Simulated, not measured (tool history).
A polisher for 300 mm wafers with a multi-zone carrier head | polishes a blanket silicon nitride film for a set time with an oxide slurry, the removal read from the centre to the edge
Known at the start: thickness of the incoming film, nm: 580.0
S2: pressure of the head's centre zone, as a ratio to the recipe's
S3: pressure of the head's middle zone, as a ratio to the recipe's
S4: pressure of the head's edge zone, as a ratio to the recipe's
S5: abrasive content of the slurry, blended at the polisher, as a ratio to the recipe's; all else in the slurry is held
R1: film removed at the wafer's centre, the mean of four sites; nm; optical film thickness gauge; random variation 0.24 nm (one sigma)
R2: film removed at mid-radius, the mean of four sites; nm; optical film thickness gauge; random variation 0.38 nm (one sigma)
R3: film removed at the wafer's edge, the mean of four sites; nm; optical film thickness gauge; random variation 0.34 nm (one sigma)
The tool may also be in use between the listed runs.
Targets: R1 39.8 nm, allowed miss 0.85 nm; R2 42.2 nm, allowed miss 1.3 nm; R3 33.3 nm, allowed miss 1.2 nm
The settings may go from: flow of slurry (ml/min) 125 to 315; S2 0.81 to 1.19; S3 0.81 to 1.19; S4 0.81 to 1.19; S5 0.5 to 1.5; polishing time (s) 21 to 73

{"run": 1, "hour": 0.0, "flow of slurry (ml/min)": 205, "S2": 1, "S3": 1, "S4": 1, "S5": 1, "polishing time (s)": 47, "R1": 27.59, "R2": 27.727, "R3": 28.008}
{"run": 2, "hour": 1.5, "flow of slurry (ml/min)": 205, "S2": 1, "S3": 1, "S4": 1, "S5": 1, "polishing time (s)": 41, "R1": 23.882, "R2": 24.011, "R3": 23.629}
{"run": 3, "hour": 6.5, "flow of slurry (ml/min)": 225, "S2": 1.03, "S3": 1.05, "S4": 0.98, "S5": 1.15, "polishing time (s)": 42, "R1": 27.738, "R2": 28.145, "R3": 26.012}
{"run": 4, "hour": 11.4, "flow of slurry (ml/min)": 240, "S2": 1.05, "S3": 1.09, "S4": 0.98, "S5": 1.25, "polishing time (s)": 43, "R1": 30.35, "R2": 30.425, "R3": 28.179}
{"run": 5, "hour": 12.3, "flow of slurry (ml/min)": 240, "S2": 0.98, "S3": 1.09, "S4": 0.98, "S5": 1.25, "polishing time (s)": 43, "R1": 27.834, "R2": 30.963, "R3": 27.844}
{"run": 6, "hour": 16.6, "flow of slurry (ml/min)": 280, "S2": 0.98, "S3": 1.09, "S4": 0.98, "S5": 1.25, "polishing time (s)": 43, "R1": 29.098, "R2": 31.474, "R3": 28.239}
{"run": 7, "hour": 21.3, "flow of slurry (ml/min)": 250, "S2": 1.08, "S3": 1.19, "S4": 0.88, "S5": 1.5, "polishing time (s)": 49, "R1": 38.194, "R2": 41.486, "R3": 32.559}
{"run": 8, "hour": 23.2, "flow of slurry (ml/min)": 255, "S2": 1.08, "S3": 1.19, "S4": 0.88, "S5": 1.5, "polishing time (s)": 49, "R1": 38.555, "R2": 41.228, "R3": 33.081}
{"run": 9, "hour": 30.4, "flow of slurry (ml/min)": 260, "S2": 1.08, "S3": 1.19, "S4": 0.87, "S5": 1.5, "polishing time (s)": 49, "R1": 38.881, "R2": 41.463, "R3": 32.339}
{"run": 10, "hour": 34.1, "flow of slurry (ml/min)": 265, "S2": 1.08, "S3": 1.19, "S4": 0.88, "S5": 1.5, "polishing time (s)": 49, "R1": 39.078, "R2": 41.635, "R3": 33.127}

Which of these 5 next moves meets every target?
{"run": "A", "hour": 37.8, "flow of slurry (ml/min)": 285, "S2": 1.05, "S3": 1.19, "S4": 0.94, "S5": 1.35, "polishing time (s)": 50, "R1": "?", "R2": "?", "R3": "?"}
{"run": "B", "hour": 37.8, "flow of slurry (ml/min)": 285, "S2": 1.03, "S3": 1.19, "S4": 0.89, "S5": 1.5, "polishing time (s)": 49, "R1": "?", "R2": "?", "R3": "?"}
{"run": "C", "hour": 37.8, "flow of slurry (ml/min)": 250, "S2": 1.03, "S3": 1.19, "S4": 0.92, "S5": 1.5, "polishing time (s)": 49, "R1": "?", "R2": "?", "R3": "?"}
{"run": "D", "hour": 37.8, "flow of slurry (ml/min)": 295, "S2": 1.09, "S3": 1.19, "S4": 0.86, "S5": 1.5, "polishing time (s)": 49, "R1": "?", "R2": "?", "R3": "?"}
{"run": "E", "hour": 37.8, "flow of slurry (ml/min)": 275, "S2": 1.05, "S3": 1.19, "S4": 0.83, "S5": 1.5, "polishing time (s)": 49, "R1": "?", "R2": "?", "R3": "?"}

move=A R1=37.408 R2=41.131 R3=33.818
move=B R1=37.42 R2=41.957 R3=33.803
move=C R1=36.489 R2=41.025 R3=33.658
move=D R1=39.856 R2=42.171 R3=33.523
move=E R1=37.905 R2=41.713 R3=32.833
A: further off than the last run
B: further off than the last run
C: further off than the last run
D: meets every target
E: further off than the last run
Move D is the one to make.
